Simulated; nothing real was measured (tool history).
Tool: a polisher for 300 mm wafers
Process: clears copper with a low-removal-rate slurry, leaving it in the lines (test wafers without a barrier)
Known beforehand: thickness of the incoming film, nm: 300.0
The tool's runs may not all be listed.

run	hour	flow of slurry (ml/min)	pressure of the wafer on the pad (kPa)	speed of the pad under the wafer (m/s)	abrasive content of the slurry	overpolish time after the end point (s)	time until the end point was called (s)	dishing of a wide line in a test structure (Å)
1	0.0	315	25.5	0.98	1.00	14	87.736	358.72
2	7.4	315	25.5	0.98	0.85	14	91.277	347.48
3	8.2	315	24.8	0.98	0.85	14	90.927	343.85
4	15.9	315	23.4	0.98	0.85	14	98.901	319.45
5	17.5	315	22.8	0.98	0.85	14	104.650	313.75
6	26.2	315	22.1	0.98	0.85	14	103.100	292.05
7	31.7	315	21.4	0.98	0.85	15	107.600	306.37

Forecast run 8:
8	34.3	315	20.7	0.98	0.85	15	?	?

time until the end point was called (s): 110.340
dishing of a wide line in a test structure (Å): 313.14
